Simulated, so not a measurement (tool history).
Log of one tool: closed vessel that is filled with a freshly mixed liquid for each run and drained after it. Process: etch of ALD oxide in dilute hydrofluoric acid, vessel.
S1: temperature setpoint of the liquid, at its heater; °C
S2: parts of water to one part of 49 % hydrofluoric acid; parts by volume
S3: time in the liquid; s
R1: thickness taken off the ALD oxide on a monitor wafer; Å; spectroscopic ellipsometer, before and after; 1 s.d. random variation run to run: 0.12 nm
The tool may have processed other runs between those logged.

run 1 day=0 | S1=23 S2=100 S3=35 | R1=116.92
run 2 day=0.238 | S1=20 S2=100 S3=35 | R1=104.51
run 3 day=0.533 | S1=20 S2=100 S3=35 | R1=107.88
run 4 day=0.567 | S1=23.5 S2=100 S3=35 | R1=121.25
run 5 day=0.771 | S1=23.5 S2=75 S3=35 | R1=167.06
run 6 day=1.092 | S1=20 S2=75 S3=35 | R1=144.23
run 7 day=1.312 | S1=19.5 S2=75 S3=35 | R1=144.22
run 8 day=1.479 | S1=19.5 S2=75 S3=35 | R1=143.63

Expected results for the next run?
run 9 day=1.842 | S1=19 S2=75 S3=35 | R1=?

{"run 9": {"R1": 139.04}}
